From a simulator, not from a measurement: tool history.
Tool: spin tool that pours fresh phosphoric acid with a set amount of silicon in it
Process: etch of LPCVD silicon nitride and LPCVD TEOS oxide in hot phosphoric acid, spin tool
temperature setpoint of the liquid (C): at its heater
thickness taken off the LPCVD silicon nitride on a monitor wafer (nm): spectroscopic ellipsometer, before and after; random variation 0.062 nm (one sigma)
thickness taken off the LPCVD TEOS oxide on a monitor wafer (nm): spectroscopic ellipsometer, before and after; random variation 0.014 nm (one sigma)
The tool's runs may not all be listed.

| run | hour | temperature setpoint of the liquid (C) | silicon dissolved in the acid as it is poured (mg a litre) | time under the liquid (s) | thickness taken off the LPCVD silicon nitride on a monitor wafer (nm) | thickness taken off the LPCVD TEOS oxide on a monitor wafer (nm) |
|---|---|---|---|---|---|---|
| 1 | 0.0 | 164.0 | 13.5 | 135 | 16.3580 | 0.68809 |
| 2 | 4.8 | 163.0 | 15.5 | 115 | 13.4290 | 0.47409 |
| 3 | 5.4 | 162.5 | 15.0 | 100 | 11.4970 | 0.42898 |
| 4 | 8.0 | 162.0 | 16.0 | 95 | 10.8360 | 0.32511 |
| 5 | 9.8 | 161.0 | 16.0 | 95 | 10.4050 | 0.38824 |
| 6 | 13.4 | 161.0 | 18.5 | 95 | 10.4350 | 0.34047 |
| 7 | 19.1 | 160.5 | 19.0 | 90 | 9.6977 | 0.30266 |
| 8 | 23.1 | 160.0 | 19.0 | 85 | 8.9224 | 0.25804 |
| 9 | 28.6 | 160.0 | 18.5 | 80 | 8.4437 | 0.25481 |
| 10 | 30.4 | 159.0 | 19.0 | 65 | 6.6394 | 0.18295 |
| 11 | 36.7 | 159.5 | 19.0 | 65 | 6.7505 | 0.19823 |
| 12 | 39.4 | 160.0 | 19.5 | 65 | 6.8382 | 0.17867 |
| 13 | 43.1 | 160.5 | 19.0 | 65 | 6.9621 | 0.20766 |
| 14 | 51.9 | 160.5 | 19.0 | 65 | 6.9415 | 0.21185 |

The next listed run, before its measurement:
| 15 | 56.3 | 160.5 | 19.5 | 65 | ? | ? |

Run 15 gave thickness taken off the LPCVD silicon nitride on a monitor wafer (nm) 6.9864, thickness taken off the LPCVD TEOS oxide on a monitor wafer (nm) 0.19309.

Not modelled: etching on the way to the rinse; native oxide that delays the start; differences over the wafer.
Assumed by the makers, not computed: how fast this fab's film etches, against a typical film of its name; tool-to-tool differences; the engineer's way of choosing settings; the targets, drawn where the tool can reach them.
